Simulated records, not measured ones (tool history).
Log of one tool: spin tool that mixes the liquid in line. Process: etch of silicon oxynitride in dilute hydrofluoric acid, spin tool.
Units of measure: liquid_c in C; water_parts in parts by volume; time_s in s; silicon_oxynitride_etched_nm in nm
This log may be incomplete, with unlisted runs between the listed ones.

run  hour  liquid_c  water_parts  time_s  silicon_oxynitride_etched_nm
  1   0.0      21.0          165     310                        4.0510
  2   0.7      20.0          175     310                        3.4859
  3   8.1      20.0          175     335                        3.8960
  4   8.6      19.0          180     335                        3.5584
  5  10.2      18.5          185     335                        3.4587
  6  11.7      21.5          185     335                        3.9804
  7  12.9      20.5          190     335                        3.6714
  8  21.5      19.5          195     335                        3.3164
  9  24.9      19.0          195     335                        3.1749

Predict the results of run 10:
 10  33.8      18.5          195     335                             ?

{"run 10": {"silicon_oxynitride_etched_nm": 3.1911}}
